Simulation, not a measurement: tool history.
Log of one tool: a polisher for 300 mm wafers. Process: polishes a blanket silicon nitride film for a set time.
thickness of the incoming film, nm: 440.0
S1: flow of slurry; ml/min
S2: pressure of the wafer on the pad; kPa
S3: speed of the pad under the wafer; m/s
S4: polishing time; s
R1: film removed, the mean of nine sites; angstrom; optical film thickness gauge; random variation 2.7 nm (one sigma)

{"run": 1, "day": 0.0, "S1": 285, "S2": 32.4, "S3": 1.32, "S4": 70, "R1": 2189.7}
{"run": 2, "day": 0.183, "S1": 285, "S2": 33.8, "S3": 1.32, "S4": 70, "R1": 2229.1}
{"run": 3, "day": 0.433, "S1": 285, "S2": 35.2, "S3": 1.32, "S4": 70, "R1": 2371.0}
{"run": 4, "day": 0.775, "S1": 285, "S2": 35.9, "S3": 1.32, "S4": 70, "R1": 2390.3}
{"run": 5, "day": 0.946, "S1": 285, "S2": 35.9, "S3": 1.56, "S4": 70, "R1": 2670.3}
{"run": 6, "day": 1.138, "S1": 285, "S2": 36.5, "S3": 1.56, "S4": 70, "R1": 2759.0}
{"run": 7, "day": 1.396, "S1": 285, "S2": 37.2, "S3": 1.56, "S4": 70, "R1": 2739.0}
{"run": 8, "day": 1.771, "S1": 285, "S2": 37.9, "S3": 1.56, "S4": 70, "R1": 2802.1}

The next listed run, before its measurement:
{"run": 9, "day": 1.975, "S1": 285, "S2": 38.6, "S3": 1.56, "S4": 70, "R1": "?"}

{"run 9": {"R1": 2856.0}}

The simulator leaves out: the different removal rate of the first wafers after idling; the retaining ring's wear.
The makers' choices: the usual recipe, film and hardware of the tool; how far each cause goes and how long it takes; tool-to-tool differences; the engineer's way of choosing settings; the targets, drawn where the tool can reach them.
